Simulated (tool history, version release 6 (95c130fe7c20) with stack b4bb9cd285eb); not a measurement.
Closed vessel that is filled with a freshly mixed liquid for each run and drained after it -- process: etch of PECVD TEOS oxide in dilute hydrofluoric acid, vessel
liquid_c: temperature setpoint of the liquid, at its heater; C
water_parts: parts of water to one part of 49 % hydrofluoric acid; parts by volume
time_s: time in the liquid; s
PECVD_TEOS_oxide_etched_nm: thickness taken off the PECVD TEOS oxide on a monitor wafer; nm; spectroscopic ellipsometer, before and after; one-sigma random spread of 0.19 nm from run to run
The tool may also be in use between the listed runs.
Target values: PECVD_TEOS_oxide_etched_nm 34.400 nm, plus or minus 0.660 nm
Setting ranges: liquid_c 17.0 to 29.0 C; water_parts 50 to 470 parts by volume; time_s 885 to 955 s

run,hour,liquid_c,water_parts,time_s,PECVD_TEOS_oxide_etched_nm
1,0.0,21.0,260,885,48.288
2,2.4,21.0,260,885,48.709
3,3.3,17.5,260,885,42.162
4,11.0,17.5,270,885,40.889
5,19.2,17.5,185,885,64.511
6,22.2,19.0,185,885,68.579
7,30.4,19.0,185,885,67.881
8,32.2,18.5,210,885,57.601
9,34.8,18.0,230,885,50.698
10,40.7,18.0,245,885,46.749
11,44.7,18.0,255,885,44.241
12,49.3,18.0,265,885,42.602
13,53.6,17.0,310,885,33.679

4 next moves are on the table. One of them brings every result within its allowed miss. Which?
A,57.9,17.0,325,895,?
B,57.9,18.5,340,955,?
C,57.9,17.0,335,955,?
D,57.9,18.5,335,905,?

move,PECVD_TEOS_oxide_etched_nm
A,32.074
B,34.151
C,32.933
D,32.984
A: its largest miss is bigger than the last run's
B: all results land within tolerance of their targets
C: its largest miss is bigger than the last run's
D: its largest miss is bigger than the last run's
Go with B: it meets all targets.
